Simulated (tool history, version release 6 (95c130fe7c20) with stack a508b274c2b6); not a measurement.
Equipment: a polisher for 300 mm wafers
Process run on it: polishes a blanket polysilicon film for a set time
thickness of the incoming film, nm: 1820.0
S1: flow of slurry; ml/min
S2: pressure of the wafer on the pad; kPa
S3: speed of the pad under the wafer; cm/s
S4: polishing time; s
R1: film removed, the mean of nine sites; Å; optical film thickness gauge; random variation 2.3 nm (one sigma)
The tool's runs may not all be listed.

run    day   S1    S2   S3  S4      R1
  1  0.000  185  13.1  122  56  3742.2
  2  0.267  185  12.4  122  56  3511.8
  3  0.479  185  11.7  122  56  3341.0
  4  0.733  185  14.5  122  56  4108.4
  5  0.758  185  13.1  122  56  3734.7
  6  0.812  185  12.4  122  56  3513.2
  7  0.904  185  11.7  122  56  3369.5
  8  1.138  185  11.0  122  56  3190.8
  9  1.338  185  10.3  122  56  2946.6

Run 10 is up next; what results do you expect?
 10  1.675  175  9.0  122  56   ?

Run 10 produced R1 2527.6 Å.
